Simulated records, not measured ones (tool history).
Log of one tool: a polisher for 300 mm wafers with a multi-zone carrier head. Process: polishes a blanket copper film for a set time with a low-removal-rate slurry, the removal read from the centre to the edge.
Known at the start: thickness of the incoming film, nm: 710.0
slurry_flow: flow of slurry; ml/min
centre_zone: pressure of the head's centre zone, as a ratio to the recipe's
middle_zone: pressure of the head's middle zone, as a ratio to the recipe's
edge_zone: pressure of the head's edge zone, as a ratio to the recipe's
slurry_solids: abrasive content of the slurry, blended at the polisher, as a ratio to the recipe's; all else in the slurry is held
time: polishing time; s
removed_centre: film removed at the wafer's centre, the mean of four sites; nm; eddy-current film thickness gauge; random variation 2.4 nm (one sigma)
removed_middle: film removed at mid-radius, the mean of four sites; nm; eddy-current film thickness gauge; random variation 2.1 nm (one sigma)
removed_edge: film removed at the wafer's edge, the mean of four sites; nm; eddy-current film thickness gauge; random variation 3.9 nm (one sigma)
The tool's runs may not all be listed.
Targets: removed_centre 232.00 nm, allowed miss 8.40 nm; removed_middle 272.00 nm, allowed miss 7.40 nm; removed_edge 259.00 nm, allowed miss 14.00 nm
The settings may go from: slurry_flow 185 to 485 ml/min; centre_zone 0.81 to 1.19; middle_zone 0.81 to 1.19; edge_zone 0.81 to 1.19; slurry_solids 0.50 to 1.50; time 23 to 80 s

run,hour,slurry_flow,centre_zone,middle_zone,edge_zone,slurry_solids,time,removed_centre,removed_middle,removed_edge
1,0.0,310,1.00,1.00,1.00,1.00,51,179.37,185.01,180.26
2,6.5,310,1.00,1.00,1.05,1.00,51,174.72,181.94,186.62
3,8.8,235,1.00,1.00,1.05,1.00,51,174.18,178.18,188.37
4,14.0,235,1.00,1.00,1.05,0.80,51,161.29,167.36,167.68
5,17.6,235,0.93,1.00,1.05,0.80,51,148.30,169.31,174.85
6,23.6,235,0.89,1.00,1.05,0.80,51,143.70,166.88,174.01
7,25.9,240,0.90,1.02,1.05,0.90,52,154.18,180.28,178.86
8,27.8,240,0.90,1.03,1.06,0.95,53,158.01,189.03,184.07
9,33.1,240,0.90,1.03,1.07,1.00,54,162.80,194.68,190.83
10,37.7,240,0.91,1.03,1.08,1.05,55,171.44,200.95,203.78
11,45.3,240,0.91,1.03,1.08,1.05,55,171.61,200.15,199.75
12,53.4,240,0.91,1.04,1.09,1.10,56,177.41,208.59,208.60
13,60.5,240,0.92,1.05,1.10,1.15,57,185.37,219.05,218.42
14,64.5,240,0.93,1.06,1.11,1.20,57,190.70,224.26,219.35
15,71.5,240,0.93,1.07,1.12,1.25,57,190.62,228.51,217.68
16,73.7,240,0.93,1.07,1.12,1.30,58,199.16,235.49,234.87
17,80.5,245,0.94,1.08,1.12,1.30,58,199.66,235.23,234.96
18,87.5,250,0.95,1.09,1.12,1.30,58,203.54,240.70,226.76
19,90.1,255,0.96,1.10,1.14,1.40,60,213.80,253.67,242.78
20,91.0,255,0.97,1.11,1.14,1.45,61,219.89,259.94,250.07

4 next moves are on the table. One of them brings every result within its allowed miss. Which?
A,91.9,270,0.98,1.13,1.06,1.45,58,?,?,?
B,91.9,280,0.84,1.13,1.19,1.50,59,?,?,?
C,91.9,270,0.97,1.12,1.17,1.35,64,?,?,?
D,91.9,280,0.88,1.14,1.06,1.50,63,?,?,?

move,removed_centre,removed_middle,removed_edge
A,215.10,254.58,229.43
B,189.68,262.33,244.03
C,230.23,273.36,255.21
D,212.28,282.09,252.08
A: further off than the last run
B: further off than the last run
C: meets every target
D: takes the result that was furthest off past its target
Answer: C

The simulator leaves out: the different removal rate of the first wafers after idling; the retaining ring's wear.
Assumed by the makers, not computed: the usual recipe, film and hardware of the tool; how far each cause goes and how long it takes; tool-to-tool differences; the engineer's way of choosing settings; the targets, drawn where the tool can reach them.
